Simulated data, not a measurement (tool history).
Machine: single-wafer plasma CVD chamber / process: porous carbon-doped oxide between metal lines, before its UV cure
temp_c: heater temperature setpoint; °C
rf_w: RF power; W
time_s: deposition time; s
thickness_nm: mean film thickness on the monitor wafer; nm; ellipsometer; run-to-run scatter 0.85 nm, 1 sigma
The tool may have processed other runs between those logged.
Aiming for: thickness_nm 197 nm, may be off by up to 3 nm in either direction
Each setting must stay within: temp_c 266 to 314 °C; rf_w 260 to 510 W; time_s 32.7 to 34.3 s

run    day  temp_c  rf_w  time_s  thickness_nm
  1      0     290   385    34.3        167.29
  2  0.125     290   385    32.7        160.33
  3  0.196     284   385    32.7        166.56
  4  0.467     280   395    32.7        173.45
  5  0.621     280   420    32.7        180.59
  6  0.942     277   425    32.7        186.36
  7  1.054     275   425    32.7        188.62
  8  1.317     275   425    32.7        188.37
  9  1.575     273   425    32.7        190.84
 10  1.938     272   425    32.7        191.74
 11  2.196     271   425    32.7         191.8
 12  2.571     270   425    32.7         194.5

4 candidate next runs follow, results not yet known. Just one meets every target within its allowed miss. Identify it.
  A  2.946     267   400    33.2             ?
  B  2.946     282   440    33.8             ?
  C  2.946     267   425    32.7             ?
  D  2.946     268   405    32.8             ?

move  thickness_nm
   A        191.39
   B         192.6
   C        197.67
   D        189.87
A: lands further from the targets than the last run did
B: lands further from the targets than the last run did
C: hits every target within its allowed miss
D: lands further from the targets than the last run did
Correct choice: C, which meets every target
